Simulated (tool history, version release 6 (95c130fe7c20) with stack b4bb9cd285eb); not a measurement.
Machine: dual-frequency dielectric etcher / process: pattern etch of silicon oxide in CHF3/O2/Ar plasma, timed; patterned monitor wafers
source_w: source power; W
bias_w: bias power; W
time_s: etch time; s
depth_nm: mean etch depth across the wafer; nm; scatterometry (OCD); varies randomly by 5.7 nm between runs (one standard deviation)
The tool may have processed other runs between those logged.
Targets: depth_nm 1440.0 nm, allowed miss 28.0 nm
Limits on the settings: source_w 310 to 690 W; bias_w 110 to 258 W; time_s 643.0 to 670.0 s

run 1 hour=0.0 | source_w=500 bias_w=184 time_s=643.0 | depth_nm=1189.8
run 2 hour=8.7 | source_w=530 bias_w=189 time_s=644.0 | depth_nm=1246.3
run 3 hour=17.0 | source_w=530 bias_w=189 time_s=670.0 | depth_nm=1291.9
run 4 hour=21.1 | source_w=530 bias_w=214 time_s=670.0 | depth_nm=1340.9
run 5 hour=26.6 | source_w=530 bias_w=214 time_s=643.0 | depth_nm=1291.1
run 6 hour=35.4 | source_w=530 bias_w=191 time_s=643.0 | depth_nm=1239.9
run 7 hour=43.7 | source_w=530 bias_w=191 time_s=643.0 | depth_nm=1236.1
run 8 hour=46.8 | source_w=630 bias_w=219 time_s=648.0 | depth_nm=1402.0

Below are 5 possible settings for the next run. Only one of them brings all results inside the allowed miss of their targets. Which is it?
run A hour=49.9 | source_w=530 bias_w=228 time_s=668.0 | depth_nm=?
run B hour=49.9 | source_w=650 bias_w=191 time_s=649.0 | depth_nm=?
run C hour=49.9 | source_w=680 bias_w=224 time_s=643.0 | depth_nm=?
run D hour=49.9 | source_w=640 bias_w=186 time_s=661.5 | depth_nm=?
run E hour=49.9 | source_w=630 bias_w=207 time_s=646.0 | depth_nm=?

move=A depth_nm=1364.2
move=B depth_nm=1353.6
move=C depth_nm=1446.1
move=D depth_nm=1358.1
move=E depth_nm=1368.6
A: moves away from the targets compared with the last run
B: moves away from the targets compared with the last run
C: all results land within tolerance of their targets
D: moves away from the targets compared with the last run
E: moves away from the targets compared with the last run
The move that meets every target is C.
